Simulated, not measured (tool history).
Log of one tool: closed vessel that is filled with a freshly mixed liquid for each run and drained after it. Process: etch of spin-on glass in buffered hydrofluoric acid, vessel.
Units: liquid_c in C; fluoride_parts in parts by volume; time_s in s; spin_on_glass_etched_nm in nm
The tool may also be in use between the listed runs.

run,hour,liquid_c,fluoride_parts,time_s,spin_on_glass_etched_nm
1,0.0,24.0,10.5,85,272.19
2,8.1,24.0,9.5,85,296.65
3,13.8,27.0,9.5,85,348.24
4,19.0,30.5,9.5,85,419.25
5,23.3,28.5,9.5,85,373.91
6,29.7,31.5,9.5,85,445.97
7,34.8,29.0,9.5,85,386.40
8,37.3,27.0,9.5,85,347.50
9,40.7,25.5,9.5,85,320.90
10,44.9,24.0,9.5,85,295.08
11,53.9,23.0,9.5,85,274.13
12,58.3,22.0,9.5,85,266.70

Forecast run 13:
13,59.5,18.0,10.5,85,?

spin_on_glass_etched_nm: 194.68 nm
